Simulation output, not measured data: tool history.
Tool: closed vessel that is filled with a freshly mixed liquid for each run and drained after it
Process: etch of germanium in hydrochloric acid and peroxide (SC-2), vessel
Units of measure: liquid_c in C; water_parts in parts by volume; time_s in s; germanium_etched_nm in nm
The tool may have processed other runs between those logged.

{"run": 1, "hour": 0.0, "liquid_c": 46, "water_parts": 9.5, "time_s": 100, "germanium_etched_nm": 166.45}
{"run": 2, "hour": 6.9, "liquid_c": 46, "water_parts": 7.5, "time_s": 100, "germanium_etched_nm": 171.01}
{"run": 3, "hour": 12.8, "liquid_c": 48, "water_parts": 7.5, "time_s": 100, "germanium_etched_nm": 184.84}
{"run": 4, "hour": 13.4, "liquid_c": 49.5, "water_parts": 7.5, "time_s": 100, "germanium_etched_nm": 191.17}
{"run": 5, "hour": 21.4, "liquid_c": 49.5, "water_parts": 9.5, "time_s": 100, "germanium_etched_nm": 186.71}
{"run": 6, "hour": 27.5, "liquid_c": 51, "water_parts": 9.5, "time_s": 100, "germanium_etched_nm": 198.62}
{"run": 7, "hour": 31.8, "liquid_c": 51.5, "water_parts": 9.5, "time_s": 100, "germanium_etched_nm": 200.04}

Run 8 has not been measured yet. What should we expect?
{"run": 8, "hour": 38.1, "liquid_c": 52, "water_parts": 9.5, "time_s": 100, "germanium_etched_nm": "?"}

germanium_etched_nm: 204.32 nm
